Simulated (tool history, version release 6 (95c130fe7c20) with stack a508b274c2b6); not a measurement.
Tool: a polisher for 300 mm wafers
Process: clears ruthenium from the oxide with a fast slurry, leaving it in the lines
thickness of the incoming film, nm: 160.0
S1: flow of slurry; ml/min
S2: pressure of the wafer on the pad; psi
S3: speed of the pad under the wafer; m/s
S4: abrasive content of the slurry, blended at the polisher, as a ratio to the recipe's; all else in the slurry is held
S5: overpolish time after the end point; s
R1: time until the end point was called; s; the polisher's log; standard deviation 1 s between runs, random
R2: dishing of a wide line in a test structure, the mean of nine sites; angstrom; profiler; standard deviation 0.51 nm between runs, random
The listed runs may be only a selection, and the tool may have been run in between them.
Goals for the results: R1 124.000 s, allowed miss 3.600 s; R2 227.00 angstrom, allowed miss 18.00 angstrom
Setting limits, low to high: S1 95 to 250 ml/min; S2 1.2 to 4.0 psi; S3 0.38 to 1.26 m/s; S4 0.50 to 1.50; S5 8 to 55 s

| run | hour | S1 | S2 | S3 | S4 | S5 | R1 | R2 |
|---|---|---|---|---|---|---|---|---|
| 1 | 0.0 | 160 | 2.6 | 0.82 | 1.00 | 28 | 63.975 | 356.50 |
| 2 | 6.3 | 155 | 2.3 | 0.80 | 1.00 | 27 | 73.838 | 333.87 |
| 3 | 14.9 | 150 | 2.1 | 0.78 | 1.00 | 25 | 83.097 | 296.25 |
| 4 | 21.1 | 150 | 1.6 | 0.78 | 1.00 | 25 | 108.920 | 250.89 |
| 5 | 21.9 | 150 | 1.6 | 0.78 | 1.00 | 33 | 108.310 | 291.65 |
| 6 | 29.7 | 130 | 1.6 | 0.78 | 1.00 | 33 | 109.890 | 276.08 |
| 7 | 36.7 | 125 | 1.6 | 0.78 | 1.00 | 32 | 110.460 | 281.78 |
| 8 | 41.4 | 125 | 1.5 | 0.78 | 1.00 | 30 | 118.650 | 274.61 |
| 9 | 46.8 | 125 | 1.5 | 0.78 | 1.00 | 27 | 118.340 | 236.29 |
| 10 | 50.4 | 120 | 1.5 | 0.78 | 1.00 | 27 | 120.550 | 228.18 |
| 11 | 55.7 | 115 | 1.5 | 0.78 | 1.00 | 28 | 120.800 | 249.36 |

5 candidate next runs follow, results not yet known. Just one meets every target within its allowed miss. Identify it.
| A | 61.0 | 105 | 1.7 | 0.76 | 0.90 | 35 | ? | ? |
| B | 61.0 | 100 | 1.5 | 0.80 | 0.95 | 27 | ? | ? |
| C | 61.0 | 110 | 1.5 | 0.82 | 1.00 | 27 | ? | ? |
| D | 61.0 | 100 | 1.7 | 0.74 | 0.85 | 36 | ? | ? |
| E | 61.0 | 145 | 1.9 | 0.60 | 1.05 | 29 | ? | ? |

| move | R1 | R2 |
|---|---|---|
| A | 117.590 | 280.33 |
| B | 124.050 | 225.58 |
| C | 115.220 | 238.00 |
| D | 126.070 | 272.81 |
| E | 114.510 | 251.41 |
A: further off than the last run
B: meets every target
C: puts the biggest miss on target and leaves a different result outside tolerance
D: further off than the last run
E: further off than the last run
Correct choice: B, which meets every target
